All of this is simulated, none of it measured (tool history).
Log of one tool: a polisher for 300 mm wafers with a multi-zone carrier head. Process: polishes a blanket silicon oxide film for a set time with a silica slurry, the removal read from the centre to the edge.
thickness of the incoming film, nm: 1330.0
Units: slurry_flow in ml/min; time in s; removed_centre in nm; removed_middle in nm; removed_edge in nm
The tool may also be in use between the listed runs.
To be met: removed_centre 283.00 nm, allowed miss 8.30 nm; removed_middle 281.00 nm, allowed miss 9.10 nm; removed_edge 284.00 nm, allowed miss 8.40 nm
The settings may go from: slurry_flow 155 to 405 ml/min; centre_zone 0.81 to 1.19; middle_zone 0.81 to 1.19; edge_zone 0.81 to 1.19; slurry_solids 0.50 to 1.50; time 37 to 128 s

{"run": 1, "hour": 0.0, "slurry_flow": 260, "centre_zone": 1.0, "middle_zone": 1.0, "edge_zone": 1.0, "slurry_solids": 1.0, "time": 82, "removed_centre": 204.55, "removed_middle": 209.53, "removed_edge": 203.6}
{"run": 2, "hour": 5.9, "slurry_flow": 260, "centre_zone": 1.0, "middle_zone": 1.0, "edge_zone": 0.97, "slurry_solids": 1.0, "time": 82, "removed_centre": 203.48, "removed_middle": 207.35, "removed_edge": 204.25}
{"run": 3, "hour": 14.5, "slurry_flow": 260, "centre_zone": 1.0, "middle_zone": 1.0, "edge_zone": 0.98, "slurry_solids": 1.1, "time": 83, "removed_centre": 216.73, "removed_middle": 220.11, "removed_edge": 213.54}
{"run": 4, "hour": 23.3, "slurry_flow": 260, "centre_zone": 1.0, "middle_zone": 0.99, "edge_zone": 1.0, "slurry_solids": 1.15, "time": 84, "removed_centre": 222.92, "removed_middle": 222.86, "removed_edge": 221.59}
{"run": 5, "hour": 31.8, "slurry_flow": 260, "centre_zone": 1.0, "middle_zone": 0.99, "edge_zone": 1.0, "slurry_solids": 1.0, "time": 84, "removed_centre": 208.54, "removed_middle": 208.94, "removed_edge": 209.17}
{"run": 6, "hour": 40.8, "slurry_flow": 260, "centre_zone": 0.94, "middle_zone": 0.99, "edge_zone": 1.0, "slurry_solids": 1.0, "time": 84, "removed_centre": 198.53, "removed_middle": 210.1, "removed_edge": 208.65}
{"run": 7, "hour": 49.2, "slurry_flow": 295, "centre_zone": 1.04, "middle_zone": 1.08, "edge_zone": 1.1, "slurry_solids": 1.25, "time": 85, "removed_centre": 239.47, "removed_middle": 248.26, "removed_edge": 242.3}
{"run": 8, "hour": 58.1, "slurry_flow": 315, "centre_zone": 1.1, "middle_zone": 1.09, "edge_zone": 1.18, "slurry_solids": 1.5, "time": 87, "removed_centre": 274.9, "removed_middle": 278.5, "removed_edge": 273.72}

Which of these 4 next moves meets every target?
{"run": "A", "hour": 67.0, "slurry_flow": 295, "centre_zone": 1.13, "middle_zone": 1.13, "edge_zone": 1.1, "slurry_solids": 1.45, "time": 87, "removed_centre": "?", "removed_middle": "?", "removed_edge": "?"}
{"run": "B", "hour": 67.0, "slurry_flow": 245, "centre_zone": 1.08, "middle_zone": 1.05, "edge_zone": 1.14, "slurry_solids": 1.5, "time": 94, "removed_centre": "?", "removed_middle": "?", "removed_edge": "?"}
{"run": "C", "hour": 67.0, "slurry_flow": 175, "centre_zone": 0.96, "middle_zone": 0.91, "edge_zone": 1.19, "slurry_solids": 1.5, "time": 103, "removed_centre": "?", "removed_middle": "?", "removed_edge": "?"}
{"run": "D", "hour": 67.0, "slurry_flow": 360, "centre_zone": 0.97, "middle_zone": 1.16, "edge_zone": 1.14, "slurry_solids": 1.5, "time": 91, "removed_centre": "?", "removed_middle": "?", "removed_edge": "?"}

move=A removed_centre=276.77 removed_middle=280.01 removed_edge=258.75
move=B removed_centre=284.67 removed_middle=280.97 removed_edge=283.02
move=C removed_centre=268.02 removed_middle=258.47 removed_edge=304.63
move=D removed_centre=266.07 removed_middle=308.79 removed_edge=282.33
A: further off than the last run
B: meets every target
C: takes the result that was furthest off past its target
D: brings the result that was furthest off to its target, and leaves another outside
Move B is the one to make.

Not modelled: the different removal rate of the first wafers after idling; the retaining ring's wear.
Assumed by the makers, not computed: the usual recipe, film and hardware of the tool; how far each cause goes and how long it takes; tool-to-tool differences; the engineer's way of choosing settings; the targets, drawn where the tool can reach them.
